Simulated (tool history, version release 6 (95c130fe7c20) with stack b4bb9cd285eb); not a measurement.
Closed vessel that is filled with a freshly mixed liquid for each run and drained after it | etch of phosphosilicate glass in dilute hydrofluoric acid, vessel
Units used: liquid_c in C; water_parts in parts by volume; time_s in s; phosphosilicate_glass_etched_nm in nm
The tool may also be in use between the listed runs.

run  hour  liquid_c  water_parts  time_s  phosphosilicate_glass_etched_nm
  1   0.0        23          150      30                           9.9456
  2   4.7        22          155      30                           9.1588
  3   7.0        22          155      30                           9.1531
  4  12.5        22          155      30                           9.2387
  5  13.5        22          155      30                           9.1719
  6  21.0        22          155      30                           9.1434

Expected results for the next run?
  7  26.2        21          160      30                                ?

phosphosilicate_glass_etched_nm: 8.5060 nm
